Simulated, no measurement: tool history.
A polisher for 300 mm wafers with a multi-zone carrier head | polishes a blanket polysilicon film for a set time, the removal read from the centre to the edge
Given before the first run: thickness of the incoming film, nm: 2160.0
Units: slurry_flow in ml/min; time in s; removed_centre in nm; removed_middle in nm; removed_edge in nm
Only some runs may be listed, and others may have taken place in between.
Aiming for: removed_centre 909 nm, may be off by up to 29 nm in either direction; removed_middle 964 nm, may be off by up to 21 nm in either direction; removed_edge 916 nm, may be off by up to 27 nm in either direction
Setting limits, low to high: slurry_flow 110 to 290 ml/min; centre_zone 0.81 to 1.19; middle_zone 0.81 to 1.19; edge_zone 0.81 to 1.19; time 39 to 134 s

run 1 hour=0 | slurry_flow=185 centre_zone=1 middle_zone=1 edge_zone=1 time=86 | removed_centre=708.79 removed_middle=724.37 removed_edge=709.05
run 2 hour=5.8 | slurry_flow=185 centre_zone=1 middle_zone=0.94 edge_zone=1 time=86 | removed_centre=704.8 removed_middle=677.12 removed_edge=703.25
run 3 hour=9.9 | slurry_flow=230 centre_zone=1 middle_zone=0.94 edge_zone=1 time=86 | removed_centre=732.47 removed_middle=707.92 removed_edge=720.37
run 4 hour=18.4 | slurry_flow=230 centre_zone=1 middle_zone=0.94 edge_zone=1 time=73 | removed_centre=630.27 removed_middle=589.06 removed_edge=613.49
run 5 hour=21.7 | slurry_flow=230 centre_zone=1 middle_zone=0.97 edge_zone=1 time=73 | removed_centre=626.07 removed_middle=611.24 removed_edge=616.07
run 6 hour=23.8 | slurry_flow=200 centre_zone=1 middle_zone=0.97 edge_zone=1 time=73 | removed_centre=622.46 removed_middle=602.65 removed_edge=600.2
run 7 hour=28.6 | slurry_flow=250 centre_zone=1.08 middle_zone=1.07 edge_zone=1.1 time=97 | removed_centre=895.06 removed_middle=889.04 removed_edge=865.48
run 8 hour=30.6 | slurry_flow=255 centre_zone=1.08 middle_zone=1.08 edge_zone=1.11 time=97 | removed_centre=890.41 removed_middle=901.91 removed_edge=877.51
run 9 hour=35.1 | slurry_flow=260 centre_zone=1.08 middle_zone=1.09 edge_zone=1.11 time=97 | removed_centre=912.01 removed_middle=904.94 removed_edge=878.8
run 10 hour=36.3 | slurry_flow=260 centre_zone=1.08 middle_zone=1.1 edge_zone=1.12 time=97 | removed_centre=899.81 removed_middle=909.24 removed_edge=884.24
run 11 hour=45.1 | slurry_flow=260 centre_zone=1.08 middle_zone=1.11 edge_zone=1.12 time=97 | removed_centre=914.49 removed_middle=930.97 removed_edge=863.2
run 12 hour=52.1 | slurry_flow=260 centre_zone=1.07 middle_zone=1.11 edge_zone=1.13 time=97 | removed_centre=903.53 removed_middle=917.75 removed_edge=886.73
run 13 hour=52.8 | slurry_flow=260 centre_zone=1.07 middle_zone=1.12 edge_zone=1.13 time=97 | removed_centre=880.94 removed_middle=926.2 removed_edge=880.41
run 14 hour=54.8 | slurry_flow=265 centre_zone=1.07 middle_zone=1.12 edge_zone=1.13 time=97 | removed_centre=896.42 removed_middle=926.63 removed_edge=884.89

Consider the 5 candidate settings below. Which is the only one whose results all fall within their allowed miss of target?
run A hour=56.8 | slurry_flow=290 centre_zone=1.09 middle_zone=1.03 edge_zone=1.19 time=98 | removed_centre=? removed_middle=? removed_edge=?
run B hour=56.8 | slurry_flow=255 centre_zone=0.99 middle_zone=1.02 edge_zone=1.14 time=102 | removed_centre=? removed_middle=? removed_edge=?
run C hour=56.8 | slurry_flow=280 centre_zone=1.01 middle_zone=1.08 edge_zone=1.09 time=103 | removed_centre=? removed_middle=? removed_edge=?
run D hour=56.8 | slurry_flow=270 centre_zone=1.14 middle_zone=1.01 edge_zone=1.13 time=96 | removed_centre=? removed_middle=? removed_edge=?
run E hour=56.8 | slurry_flow=260 centre_zone=1.14 middle_zone=1.13 edge_zone=1.14 time=91 | removed_centre=? removed_middle=? removed_edge=?

move=A removed_centre=931.94 removed_middle=892.1 removed_edge=926.35
move=B removed_centre=885.51 removed_middle=908.62 removed_edge=933.16
move=C removed_centre=919.05 removed_middle=973.16 removed_edge=927.47
move=D removed_centre=938.21 removed_middle=853 removed_edge=878.65
move=E removed_centre=885.97 removed_middle=886.08 removed_edge=832.69
A: its largest miss is bigger than the last run's
B: its largest miss is bigger than the last run's
C: each result inside its tolerance
D: its largest miss is bigger than the last run's
E: its largest miss is bigger than the last run's
Answer: C

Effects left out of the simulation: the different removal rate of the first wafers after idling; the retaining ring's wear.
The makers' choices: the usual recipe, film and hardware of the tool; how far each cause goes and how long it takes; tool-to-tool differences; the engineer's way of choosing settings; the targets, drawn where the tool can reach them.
